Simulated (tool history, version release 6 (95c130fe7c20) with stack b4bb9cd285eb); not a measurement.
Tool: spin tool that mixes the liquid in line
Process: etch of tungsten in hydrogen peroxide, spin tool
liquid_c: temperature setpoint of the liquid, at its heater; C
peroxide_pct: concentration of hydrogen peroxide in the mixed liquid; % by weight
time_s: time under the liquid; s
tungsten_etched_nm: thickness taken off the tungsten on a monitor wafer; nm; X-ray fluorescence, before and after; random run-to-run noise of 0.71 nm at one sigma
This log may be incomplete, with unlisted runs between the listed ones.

run  hour  liquid_c  peroxide_pct  time_s  tungsten_etched_nm
  1     0        54          20.5      50              56.312
  2   6.5        54            17      50               51.02
  3  13.1        56            17      50              56.795
  4    20        58            17      50              63.703
  5  20.8      59.5            17      50              68.986
  6  27.4      59.5            17      50              71.011

Estimate the outcome of run 7 from the log above:
  7  34.5        60            17      50                   ?

{"run 7": {"tungsten_etched_nm": 72.536}}
